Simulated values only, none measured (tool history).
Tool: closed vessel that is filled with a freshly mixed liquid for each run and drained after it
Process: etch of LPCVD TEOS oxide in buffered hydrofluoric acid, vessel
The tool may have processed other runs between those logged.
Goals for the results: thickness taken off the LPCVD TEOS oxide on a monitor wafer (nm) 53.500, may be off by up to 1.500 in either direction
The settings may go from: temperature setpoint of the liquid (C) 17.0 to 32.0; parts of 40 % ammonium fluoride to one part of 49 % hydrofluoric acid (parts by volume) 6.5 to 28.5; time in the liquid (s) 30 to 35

run    day  temperature setpoint of the liquid (C)  parts of 40 % ammonium fluoride to one part of 49 % hydrofluoric acid (parts by volume)  time in the liquid (s)  thickness taken off the LPCVD TEOS oxide on a monitor wafer (nm)
  1  0.000                                    24.0                                                                                     17.5                      35                                                            68.691
  2  0.338                                    23.0                                                                                     17.5                      35                                                            64.997
  3  0.542                                    22.5                                                                                     17.5                      35                                                            63.187
  4  0.825                                    24.0                                                                                     17.5                      35                                                            69.028
  5  1.158                                    23.0                                                                                     17.5                      35                                                            64.626
  6  1.396                                    26.5                                                                                     17.5                      35                                                            78.247
  7  1.483                                    25.0                                                                                     17.5                      35                                                            73.329
  8  1.692                                    24.0                                                                                     17.5                      35                                                            69.638

Exercise: of the 4 proposed moves below, exactly one satisfies all targets within the stated allowed misses. Which move is it?
  A  1.900                                    23.0                                                                                     18.0                      30                                                                 ?
  B  1.900                                    23.0                                                                                     14.5                      30                                                                 ?
  C  1.900                                    24.0                                                                                     18.0                      35                                                                 ?
  D  1.900                                    19.5                                                                                      9.0                      30                                                                 ?

move  thickness taken off the LPCVD TEOS oxide on a monitor wafer (nm)
   A                                                            53.716
   B                                                            66.455
   C                                                            66.203
   D                                                            84.080
A: all results in spec
B: nearer the targets than the last run, but a result is still out of spec
C: nearer the targets than the last run, but a result is still out of spec
D: lands further from the targets than the last run did
So the answer is move A, the one that meets all the targets.

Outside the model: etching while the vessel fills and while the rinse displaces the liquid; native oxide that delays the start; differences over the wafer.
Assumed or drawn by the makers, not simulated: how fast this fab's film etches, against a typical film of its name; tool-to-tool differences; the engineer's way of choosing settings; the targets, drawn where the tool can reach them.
